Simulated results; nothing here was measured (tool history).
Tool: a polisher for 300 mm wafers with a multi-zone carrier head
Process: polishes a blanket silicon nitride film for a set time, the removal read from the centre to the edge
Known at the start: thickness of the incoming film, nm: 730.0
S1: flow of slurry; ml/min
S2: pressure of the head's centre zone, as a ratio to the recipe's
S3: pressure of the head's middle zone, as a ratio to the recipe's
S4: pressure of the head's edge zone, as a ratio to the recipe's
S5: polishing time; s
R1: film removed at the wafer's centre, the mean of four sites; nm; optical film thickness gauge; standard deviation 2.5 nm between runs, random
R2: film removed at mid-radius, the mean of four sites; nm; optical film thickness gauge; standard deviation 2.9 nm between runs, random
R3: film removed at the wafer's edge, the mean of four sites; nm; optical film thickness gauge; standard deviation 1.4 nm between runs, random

| run | hour | S1 | S2 | S3 | S4 | S5 | R1 | R2 | R3 |
|---|---|---|---|---|---|---|---|---|---|
| 1 | 0.0 | 260 | 1.00 | 1.00 | 1.00 | 70 | 200.39 | 207.62 | 189.57 |
| 2 | 3.3 | 265 | 0.97 | 0.97 | 1.04 | 72 | 197.80 | 210.92 | 198.31 |
| 3 | 6.0 | 255 | 0.95 | 0.93 | 1.07 | 74 | 200.47 | 206.32 | 206.82 |
| 4 | 12.4 | 255 | 0.95 | 0.88 | 1.07 | 74 | 198.53 | 200.87 | 206.13 |
| 5 | 16.9 | 255 | 0.95 | 0.88 | 1.07 | 80 | 214.89 | 214.79 | 224.38 |
| 6 | 24.5 | 305 | 0.95 | 0.88 | 1.07 | 80 | 222.16 | 217.56 | 226.34 |

Run 7, settings as shown, results not yet in. Your forecast:
| 7 | 27.9 | 300 | 0.93 | 0.87 | 1.09 | 80 | ? | ? | ? |

Run 7 gave R1 220.35 nm, R2 209.57 nm, R3 232.65 nm.

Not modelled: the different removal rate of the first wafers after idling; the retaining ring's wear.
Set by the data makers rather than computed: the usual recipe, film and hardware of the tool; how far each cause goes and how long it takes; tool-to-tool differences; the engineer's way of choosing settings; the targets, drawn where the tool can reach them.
